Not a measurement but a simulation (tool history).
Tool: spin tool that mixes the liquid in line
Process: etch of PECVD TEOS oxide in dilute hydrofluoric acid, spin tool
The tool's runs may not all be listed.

run	hour	temperature setpoint of the liquid (K)	parts of water to one part of 49 % hydrofluoric acid (parts by volume)	time under the liquid (s)	thickness taken off the PECVD TEOS oxide on a monitor wafer (Å)
1	0	299.15	140	300	250.73
2	1.6	299.15	140	300	248.26
3	4.4	300.65	140	300	266.21
4	6.2	302.15	140	300	277.53
5	14	303.65	110	300	389.08
6	21.4	303.65	110	320	412.18
7	24.1	307.15	65	320	851.36
8	27.3	305.15	65	320	794.89

The next listed run, before its measurement:
9	31.2	303.15	65	320	?

{"run 9": {"thickness taken off the PECVD TEOS oxide on a monitor wafer (Å)": 730.41}}
